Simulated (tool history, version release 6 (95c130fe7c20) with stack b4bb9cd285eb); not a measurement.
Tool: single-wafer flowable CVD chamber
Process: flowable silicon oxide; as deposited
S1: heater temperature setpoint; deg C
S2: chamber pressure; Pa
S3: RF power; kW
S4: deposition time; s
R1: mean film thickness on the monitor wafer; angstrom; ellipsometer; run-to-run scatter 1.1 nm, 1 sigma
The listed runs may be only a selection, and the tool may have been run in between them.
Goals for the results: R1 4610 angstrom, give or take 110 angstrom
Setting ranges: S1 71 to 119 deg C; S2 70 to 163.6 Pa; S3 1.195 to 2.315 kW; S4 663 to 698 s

Run 1, day 0: S1 95 deg C, S2 116.8 Pa, S3 1.755 kW, S4 698 s. Result: R1 5462.4 angstrom.
Run 2, day 0.179: S1 106 deg C, S2 116.8 Pa, S3 1.755 kW, S4 698 s. Result: R1 3607.3 angstrom.
Run 3, day 0.242: S1 106 deg C, S2 116.8 Pa, S3 1.755 kW, S4 663 s. Result: R1 3404.7 angstrom.
Run 4, day 0.588: S1 106 deg C, S2 116.8 Pa, S3 1.585 kW, S4 663 s. Result: R1 3346.9 angstrom.
Run 5, day 0.796: S1 106 deg C, S2 116.8 Pa, S3 1.585 kW, S4 663 s. Result: R1 3321.1 angstrom.
Run 6, day 1.042: S1 104 deg C, S2 116.8 Pa, S3 1.585 kW, S4 663 s. Result: R1 3585.1 angstrom.
Run 7, day 1.312: S1 103 deg C, S2 116.8 Pa, S3 1.585 kW, S4 663 s. Result: R1 3733.2 angstrom.
Run 8, day 1.429: S1 102 deg C, S2 116.8 Pa, S3 1.585 kW, S4 663 s. Result: R1 3864.3 angstrom.
Run 9, day 1.575: S1 102 deg C, S2 116.8 Pa, S3 1.585 kW, S4 663 s. Result: R1 3878.5 angstrom.
Run 10, day 1.75: S1 101 deg C, S2 116.8 Pa, S3 1.585 kW, S4 663 s. Result: R1 4030.5 angstrom.
Run 11, day 1.904: S1 100 deg C, S2 116.8 Pa, S3 1.585 kW, S4 663 s. Result: R1 4203.9 angstrom.
Run 12, day 2.179: S1 99 deg C, S2 116.8 Pa, S3 1.585 kW, S4 663 s. Result: R1 4358.9 angstrom.

4 candidate next runs follow, results not yet known. Just one meets every target within its allowed miss. Identify it.
Run A, day 2.454: S1 98 deg C, S2 130.8 Pa, S3 1.195 kW, S4 663 s. Result: R1 ?.
Run B, day 2.454: S1 97 deg C, S2 100 Pa, S3 1.695 kW, S4 663 s. Result: R1 ?.
Run C, day 2.454: S1 102 deg C, S2 118.5 Pa, S3 1.625 kW, S4 697 s. Result: R1 ?.
Run D, day 2.454: S1 100 deg C, S2 114.7 Pa, S3 1.68 kW, S4 697 s. Result: R1 ?.

move      R1
   A  4660.4
   B  4103.6
   C  4172.5
   D  4398.2
A: all results in spec
B: its largest miss is bigger than the last run's
C: its largest miss is bigger than the last run's
D: gains on the last run, yet a result remains outside its allowed miss
Move A is the one to make.
